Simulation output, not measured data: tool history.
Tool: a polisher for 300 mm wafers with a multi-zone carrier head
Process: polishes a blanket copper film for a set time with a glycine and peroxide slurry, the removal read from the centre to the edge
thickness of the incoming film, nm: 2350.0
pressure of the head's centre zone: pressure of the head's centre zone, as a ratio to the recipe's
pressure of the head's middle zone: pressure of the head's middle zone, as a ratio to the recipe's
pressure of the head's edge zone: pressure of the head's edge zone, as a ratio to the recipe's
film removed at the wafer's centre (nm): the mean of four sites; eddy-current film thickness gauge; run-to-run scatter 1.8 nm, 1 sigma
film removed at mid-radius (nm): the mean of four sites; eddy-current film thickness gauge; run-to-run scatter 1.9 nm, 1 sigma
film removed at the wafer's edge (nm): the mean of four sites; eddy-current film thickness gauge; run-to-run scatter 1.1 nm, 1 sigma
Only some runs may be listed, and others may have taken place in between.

run	hour	flow of slurry (ml/min)	pressure of the head's centre zone	pressure of the head's middle zone	pressure of the head's edge zone	polishing time (s)	film removed at the wafer's centre (nm)	film removed at mid-radius (nm)	film removed at the wafer's edge (nm)
1	0	205	1	1	1	71	239.81	244.54	239.81
2	1.4	205	1.02	0.99	0.96	62	215.32	216.58	208.25
3	6.9	205	1.02	0.99	0.9	62	207.53	216.4	197.99
4	10.3	205	1.02	0.99	0.9	73	245.75	252.86	238.42
5	16.1	205	1.02	0.93	0.9	73	251.66	237.26	236.18
6	24.5	205	1.02	0.93	0.94	73	254.06	235.64	239.07

What does the tool deliver on the next run?
7	26.1	205	1.03	0.92	0.91	64	?	?	?

{"run 7": {"film removed at the wafer's centre (nm)": 220.87, "film removed at mid-radius (nm)": 210.45, "film removed at the wafer's edge (nm)": 208.19}}

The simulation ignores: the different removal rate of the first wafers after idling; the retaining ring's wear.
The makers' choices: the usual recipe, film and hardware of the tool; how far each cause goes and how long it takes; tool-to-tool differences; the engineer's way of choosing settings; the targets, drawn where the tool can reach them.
